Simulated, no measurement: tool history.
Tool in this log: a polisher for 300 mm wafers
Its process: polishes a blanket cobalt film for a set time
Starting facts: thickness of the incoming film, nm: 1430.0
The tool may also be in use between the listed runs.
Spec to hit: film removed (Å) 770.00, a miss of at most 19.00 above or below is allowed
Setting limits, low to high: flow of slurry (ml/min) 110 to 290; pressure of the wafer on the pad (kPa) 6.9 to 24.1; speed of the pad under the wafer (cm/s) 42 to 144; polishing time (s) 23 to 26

run,hour,flow of slurry (ml/min),pressure of the wafer on the pad (kPa),speed of the pad under the wafer (cm/s),polishing time (s),film removed (Å)
1,0.0,185,15.2,92,26,1337.30
2,6.0,180,13.8,92,26,1224.60
3,9.1,175,12.4,92,26,1101.90
4,12.6,175,12.4,92,26,1102.30
5,13.8,170,11.0,92,26,972.46
6,19.5,165,10.3,92,26,911.33
7,28.4,165,10.3,92,26,922.32
8,37.1,140,7.6,92,26,659.87
9,41.2,150,7.6,92,26,669.36
10,48.1,200,9.0,92,26,814.41
11,57.0,195,9.0,92,26,800.48
12,58.8,170,9.0,92,26,790.35
13,63.1,165,9.0,92,26,792.29
14,65.5,160,9.0,92,26,788.96
15,73.3,160,9.0,92,26,791.79

4 next moves are on the table. One of them brings every result within its allowed miss. Which?
A,81.1,160,12.4,62,26,?
B,81.1,115,9.0,104,26,?
C,81.1,190,8.3,120,23,?
D,81.1,120,9.7,98,24,?

move,film removed (Å)
A,829.21
B,823.66
C,823.66
D,787.18
A: lands further from the targets than the last run did
B: lands further from the targets than the last run did
C: lands further from the targets than the last run did
D: meets every target
Correct choice: D, which meets every target
